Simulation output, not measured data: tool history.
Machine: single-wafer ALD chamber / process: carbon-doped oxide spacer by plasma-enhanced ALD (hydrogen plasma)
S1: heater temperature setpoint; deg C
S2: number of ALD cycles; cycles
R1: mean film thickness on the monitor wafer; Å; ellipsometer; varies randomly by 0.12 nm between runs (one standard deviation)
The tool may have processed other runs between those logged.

{"run": 1, "day": 0.0, "S1": 400, "S2": 676, "R1": 336.58}
{"run": 2, "day": 0.038, "S1": 410, "S2": 676, "R1": 323.66}
{"run": 3, "day": 0.067, "S1": 412, "S2": 630, "R1": 300.36}
{"run": 4, "day": 0.133, "S1": 412, "S2": 585, "R1": 279.8}
{"run": 5, "day": 0.325, "S1": 413, "S2": 562, "R1": 268.93}
{"run": 6, "day": 0.546, "S1": 414, "S2": 545, "R1": 257.78}

What does the tool deliver on the next run?
{"run": 7, "day": 0.858, "S1": 415, "S2": 535, "R1": "?"}

{"run 7": {"R1": 252.61}}

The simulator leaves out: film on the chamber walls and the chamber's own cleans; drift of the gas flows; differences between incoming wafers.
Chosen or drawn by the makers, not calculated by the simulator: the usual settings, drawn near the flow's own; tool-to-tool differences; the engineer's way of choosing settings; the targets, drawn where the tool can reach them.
